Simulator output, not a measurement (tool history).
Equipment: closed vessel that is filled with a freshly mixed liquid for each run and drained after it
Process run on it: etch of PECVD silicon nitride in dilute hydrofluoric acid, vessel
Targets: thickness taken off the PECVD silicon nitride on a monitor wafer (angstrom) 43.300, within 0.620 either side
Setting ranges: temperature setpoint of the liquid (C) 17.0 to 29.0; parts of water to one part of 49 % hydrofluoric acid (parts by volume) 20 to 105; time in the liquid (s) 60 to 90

| run | hour | temperature setpoint of the liquid (C) | parts of water to one part of 49 % hydrofluoric acid (parts by volume) | time in the liquid (s) | thickness taken off the PECVD silicon nitride on a monitor wafer (angstrom) |
|---|---|---|---|---|---|
| 1 | 0.0 | 21.0 | 55 | 90 | 72.527 |
| 2 | 2.9 | 21.0 | 55 | 60 | 48.136 |
| 3 | 5.9 | 18.5 | 55 | 60 | 40.636 |
| 4 | 14.4 | 17.0 | 55 | 60 | 36.618 |
| 5 | 22.6 | 17.5 | 55 | 60 | 37.790 |
| 6 | 24.2 | 18.0 | 55 | 60 | 39.312 |
| 7 | 28.6 | 18.5 | 55 | 60 | 40.450 |
| 8 | 37.1 | 18.5 | 55 | 60 | 40.447 |
| 9 | 42.8 | 19.0 | 55 | 60 | 41.956 |

4 candidate next runs follow, results not yet known. Just one meets every target within its allowed miss. Identify it.
| A | 48.5 | 19.5 | 55 | 60 | ? |
| B | 48.5 | 17.5 | 70 | 85 | ? |
| C | 48.5 | 17.5 | 75 | 90 | ? |
| D | 48.5 | 18.0 | 60 | 70 | ? |

| move | thickness taken off the PECVD silicon nitride on a monitor wafer (angstrom) |
|---|---|
| A | 43.499 |
| B | 42.385 |
| C | 41.972 |
| D | 41.990 |
A: every result lands within tolerance
B: an improvement on the last run, though not all results are within tolerance
C: as far off as the last run
D: as far off as the last run
A is the move that brings every result within its allowed miss.
